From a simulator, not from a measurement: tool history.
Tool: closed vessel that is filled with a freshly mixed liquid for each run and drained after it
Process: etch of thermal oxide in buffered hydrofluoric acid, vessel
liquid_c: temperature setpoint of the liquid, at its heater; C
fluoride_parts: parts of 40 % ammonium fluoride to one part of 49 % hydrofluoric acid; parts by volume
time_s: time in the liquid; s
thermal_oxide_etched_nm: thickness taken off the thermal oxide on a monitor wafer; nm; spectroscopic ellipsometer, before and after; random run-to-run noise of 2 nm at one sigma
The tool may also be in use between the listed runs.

run,hour,liquid_c,fluoride_parts,time_s,thermal_oxide_etched_nm
1,0.0,23.0,10.0,105,113.350
2,1.2,21.0,10.0,105,101.130
3,1.8,21.0,11.5,105,89.189
4,8.5,21.0,12.5,105,82.537
5,9.7,23.0,11.0,105,103.110
6,12.1,24.5,9.5,105,128.050
7,15.7,26.0,8.5,105,154.290
8,17.9,27.0,8.0,105,172.630
9,26.7,28.0,7.5,105,193.020
10,34.6,28.5,7.0,105,215.490

Expected results for the next run?
11,39.3,29.0,7.0,105,?

thermal_oxide_etched_nm: 220.520 nm

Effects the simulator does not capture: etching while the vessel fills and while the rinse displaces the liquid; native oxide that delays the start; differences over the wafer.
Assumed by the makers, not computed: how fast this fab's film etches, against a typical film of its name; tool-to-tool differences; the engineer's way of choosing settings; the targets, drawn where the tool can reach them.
